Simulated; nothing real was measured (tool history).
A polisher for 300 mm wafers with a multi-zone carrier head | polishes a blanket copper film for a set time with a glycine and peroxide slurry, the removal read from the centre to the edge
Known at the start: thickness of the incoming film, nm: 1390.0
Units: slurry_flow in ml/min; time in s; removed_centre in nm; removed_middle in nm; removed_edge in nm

run,hour,slurry_flow,centre_zone,middle_zone,edge_zone,time,removed_centre,removed_middle,removed_edge
1,0,315,1,1,1,78,426.74,425.74,430.39
2,7.1,315,1,1.07,1,78,424.62,461.71,430.45
3,15.7,315,1,1.07,0.96,78,427.33,454.71,421.66
4,16.5,315,1,1.13,0.96,78,428.36,483.35,416.08
5,23.6,250,1,1.13,0.96,78,416.09,461.63,412.05
6,25.4,255,1.02,1.12,0.99,81,441.64,479.96,432.07

Forecast run 7:
7,29,275,1.12,1.02,1.09,103,?,?,?

removed_centre: 604.89 nm
removed_middle: 576.6 nm
removed_edge: 583.79 nm
